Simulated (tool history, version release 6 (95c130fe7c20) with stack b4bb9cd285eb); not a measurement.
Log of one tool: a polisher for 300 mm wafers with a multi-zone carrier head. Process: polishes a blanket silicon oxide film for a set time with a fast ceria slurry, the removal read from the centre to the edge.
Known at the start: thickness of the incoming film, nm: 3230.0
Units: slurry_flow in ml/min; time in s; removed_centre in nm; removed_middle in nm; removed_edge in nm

{"run": 1, "hour": 0.0, "slurry_flow": 300, "centre_zone": 1.0, "middle_zone": 1.0, "edge_zone": 1.0, "time": 54, "removed_centre": 807.57, "removed_middle": 829.7, "removed_edge": 813.03}
{"run": 2, "hour": 1.7, "slurry_flow": 370, "centre_zone": 1.0, "middle_zone": 1.0, "edge_zone": 1.0, "time": 54, "removed_centre": 819.47, "removed_middle": 837.45, "removed_edge": 830.26}
{"run": 3, "hour": 3.5, "slurry_flow": 370, "centre_zone": 1.03, "middle_zone": 1.0, "edge_zone": 1.0, "time": 54, "removed_centre": 845.94, "removed_middle": 835.17, "removed_edge": 813.51}
{"run": 4, "hour": 6.9, "slurry_flow": 370, "centre_zone": 1.03, "middle_zone": 1.04, "edge_zone": 1.0, "time": 54, "removed_centre": 843.44, "removed_middle": 859.71, "removed_edge": 821.36}
{"run": 5, "hour": 9.2, "slurry_flow": 370, "centre_zone": 1.09, "middle_zone": 1.04, "edge_zone": 1.0, "time": 54, "removed_centre": 902.7, "removed_middle": 869.84, "removed_edge": 810.98}
{"run": 6, "hour": 14.6, "slurry_flow": 370, "centre_zone": 1.09, "middle_zone": 1.04, "edge_zone": 1.05, "time": 54, "removed_centre": 915.12, "removed_middle": 869.03, "removed_edge": 832.45}

The next listed run, before its measurement:
{"run": 7, "hour": 20.0, "slurry_flow": 375, "centre_zone": 1.09, "middle_zone": 1.02, "edge_zone": 1.08, "time": 56, "removed_centre": "?", "removed_middle": "?", "removed_edge": "?"}

{"run 7": {"removed_centre": 938.68, "removed_middle": 895.6, "removed_edge": 875.28}}
